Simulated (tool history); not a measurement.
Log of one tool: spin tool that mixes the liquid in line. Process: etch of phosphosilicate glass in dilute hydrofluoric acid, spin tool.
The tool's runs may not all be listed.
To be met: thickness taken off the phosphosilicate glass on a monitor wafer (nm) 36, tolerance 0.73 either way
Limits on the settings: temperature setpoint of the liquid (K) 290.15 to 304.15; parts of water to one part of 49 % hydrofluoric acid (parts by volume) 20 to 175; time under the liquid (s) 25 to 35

| run | hour | temperature setpoint of the liquid (K) | parts of water to one part of 49 % hydrofluoric acid (parts by volume) | time under the liquid (s) | thickness taken off the phosphosilicate glass on a monitor wafer (nm) |
|---|---|---|---|---|---|
| 1 | 0 | 296.15 | 95 | 35 | 20.306 |
| 2 | 1.7 | 293.15 | 95 | 35 | 17.998 |
| 3 | 3 | 293.15 | 95 | 25 | 12.877 |
| 4 | 6.8 | 293.15 | 95 | 35 | 17.997 |
| 5 | 9.7 | 296.15 | 90 | 35 | 21.613 |
| 6 | 17.4 | 298.65 | 90 | 35 | 23.808 |
| 7 | 18.2 | 300.15 | 85 | 35 | 26.816 |
| 8 | 23.6 | 301.15 | 80 | 35 | 29.914 |
| 9 | 32.3 | 302.15 | 80 | 35 | 31.333 |

5 candidate next runs follow, results not yet known. Just one meets every target within its allowed miss. Identify it.
| A | 41 | 304.15 | 80 | 35 | ? |
| B | 41 | 303.15 | 75 | 35 | ? |
| C | 41 | 299.15 | 60 | 35 | ? |
| D | 41 | 300.15 | 65 | 35 | ? |
| E | 41 | 303.65 | 70 | 35 | ? |

| move | thickness taken off the phosphosilicate glass on a monitor wafer (nm) |
|---|---|
| A | 33.698 |
| B | 34.859 |
| C | 38.046 |
| D | 36.298 |
| E | 38.357 |
A: closes in on the targets versus the last run, not all within tolerance yet
B: closes in on the targets versus the last run, not all within tolerance yet
C: takes the biggest miss from the last run beyond its target
D: all results in spec
E: takes the biggest miss from the last run beyond its target
The move that meets every target is D.
